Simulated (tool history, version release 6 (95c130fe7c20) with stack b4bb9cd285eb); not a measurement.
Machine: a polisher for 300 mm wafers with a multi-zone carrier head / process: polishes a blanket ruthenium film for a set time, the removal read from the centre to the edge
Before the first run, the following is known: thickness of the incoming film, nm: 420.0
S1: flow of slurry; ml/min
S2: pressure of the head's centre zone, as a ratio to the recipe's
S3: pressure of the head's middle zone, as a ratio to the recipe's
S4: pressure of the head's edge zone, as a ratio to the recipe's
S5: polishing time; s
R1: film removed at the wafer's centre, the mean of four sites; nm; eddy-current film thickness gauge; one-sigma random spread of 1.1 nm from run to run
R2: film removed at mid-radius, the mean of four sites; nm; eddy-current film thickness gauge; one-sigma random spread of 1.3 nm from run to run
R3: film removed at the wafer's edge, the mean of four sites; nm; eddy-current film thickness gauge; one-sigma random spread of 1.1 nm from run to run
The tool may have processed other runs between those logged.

run 1 hour=0.0 | S1=210 S2=1.00 S3=1.00 S4=1.00 S5=71 | R1=79.509 R2=77.652 R3=80.852
run 2 hour=7.1 | S1=210 S2=1.00 S3=1.00 S4=1.00 S5=85 | R1=94.196 R2=93.734 R3=94.523
run 3 hour=8.9 | S1=210 S2=1.07 S3=1.00 S4=1.00 S5=85 | R1=99.042 R2=94.075 R3=94.741
run 4 hour=16.8 | S1=210 S2=1.07 S3=0.96 S4=1.00 S5=85 | R1=98.902 R2=92.391 R3=95.738
run 5 hour=18.1 | S1=210 S2=1.07 S3=1.02 S4=1.00 S5=85 | R1=99.669 R2=95.195 R3=94.004
run 6 hour=22.3 | S1=210 S2=1.07 S3=0.97 S4=1.00 S5=85 | R1=100.150 R2=91.741 R3=94.006
run 7 hour=28.6 | S1=220 S2=1.06 S3=0.99 S4=1.04 S5=87 | R1=99.912 R2=95.578 R3=98.483
run 8 hour=32.8 | S1=225 S2=1.06 S3=0.99 S4=1.06 S5=90 | R1=105.440 R2=99.164 R3=102.730

What will run 9 give?
run 9 hour=41.8 | S1=230 S2=1.05 S3=1.00 S4=1.07 S5=92 | R1=? R2=? R3=?

R1: 108.520 nm
R2: 104.610 nm
R3: 104.800 nm
